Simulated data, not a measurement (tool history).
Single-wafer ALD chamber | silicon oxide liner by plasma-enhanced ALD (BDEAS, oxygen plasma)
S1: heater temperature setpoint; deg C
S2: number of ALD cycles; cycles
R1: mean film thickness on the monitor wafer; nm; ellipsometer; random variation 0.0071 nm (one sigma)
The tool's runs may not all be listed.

Run 1, hour 0: S1 320 deg C, S2 33 cycles. Result: R1 3.1213 nm.
Run 2, hour 4: S1 310 deg C, S2 33 cycles. Result: R1 3.1598 nm.
Run 3, hour 4.7: S1 310 deg C, S2 35 cycles. Result: R1 3.345 nm.
Run 4, hour 9.5: S1 316 deg C, S2 35 cycles. Result: R1 3.333 nm.
Run 5, hour 14.9: S1 311 deg C, S2 35 cycles. Result: R1 3.3647 nm.
Run 6, hour 20.4: S1 312 deg C, S2 33 cycles. Result: R1 3.1568 nm.
Run 7, hour 28.7: S1 313 deg C, S2 32 cycles. Result: R1 3.0505 nm.
Run 8, hour 33.3: S1 317 deg C, S2 28 cycles. Result: R1 2.6586 nm.
Run 9, hour 36.6: S1 316 deg C, S2 28 cycles. Result: R1 2.6583 nm.
Run 10, hour 37.2: S1 315 deg C, S2 28 cycles. Result: R1 2.6568 nm.
Run 11, hour 41.7: S1 314 deg C, S2 29 cycles. Result: R1 2.7767 nm.
Run 12, hour 48.1: S1 315 deg C, S2 29 cycles. Result: R1 2.7543 nm.

Run 13 comes next. What will it give?
Run 13, hour 53: S1 316 deg C, S2 29 cycles. Result: R1 ?.

{"run 13": {"R1": 2.7714}}
